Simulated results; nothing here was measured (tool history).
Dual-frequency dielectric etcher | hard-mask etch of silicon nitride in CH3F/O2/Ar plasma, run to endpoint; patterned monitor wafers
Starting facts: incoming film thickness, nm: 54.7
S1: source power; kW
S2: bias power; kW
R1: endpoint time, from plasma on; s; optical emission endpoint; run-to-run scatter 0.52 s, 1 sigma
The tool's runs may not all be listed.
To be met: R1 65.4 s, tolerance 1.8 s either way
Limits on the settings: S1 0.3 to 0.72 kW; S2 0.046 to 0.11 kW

run 1 day=0 | S1=0.51 S2=0.078 | R1=73.444
run 2 day=0.308 | S1=0.52 S2=0.079 | R1=73.262
run 3 day=0.567 | S1=0.53 S2=0.08 | R1=72.12
run 4 day=0.733 | S1=0.62 S2=0.08 | R1=68.582
run 5 day=0.838 | S1=0.57 S2=0.08 | R1=71.157
run 6 day=0.933 | S1=0.58 S2=0.081 | R1=70.208
run 7 day=0.971 | S1=0.59 S2=0.082 | R1=68.672
run 8 day=1.012 | S1=0.6 S2=0.082 | R1=68.412
run 9 day=1.238 | S1=0.6 S2=0.082 | R1=68.456
run 10 day=1.408 | S1=0.61 S2=0.082 | R1=68.807
run 11 day=1.612 | S1=0.62 S2=0.083 | R1=68.011

Consider the 5 candidate settings below. Which is the only one whose results all fall within their allowed miss of target?
run A day=1.817 | S1=0.63 S2=0.076 | R1=?
run B day=1.817 | S1=0.6 S2=0.089 | R1=?
run C day=1.817 | S1=0.49 S2=0.088 | R1=?
run D day=1.817 | S1=0.67 S2=0.095 | R1=?
run E day=1.817 | S1=0.66 S2=0.077 | R1=?

move=A R1=71.331
move=B R1=66.359
move=C R1=70.42
move=D R1=62.191
move=E R1=69.898
A: the biggest miss grows against the last run
B: meets every target
C: the biggest miss grows against the last run
D: takes the result that was furthest off past its target
E: the biggest miss grows against the last run
Go with B: it meets all targets.

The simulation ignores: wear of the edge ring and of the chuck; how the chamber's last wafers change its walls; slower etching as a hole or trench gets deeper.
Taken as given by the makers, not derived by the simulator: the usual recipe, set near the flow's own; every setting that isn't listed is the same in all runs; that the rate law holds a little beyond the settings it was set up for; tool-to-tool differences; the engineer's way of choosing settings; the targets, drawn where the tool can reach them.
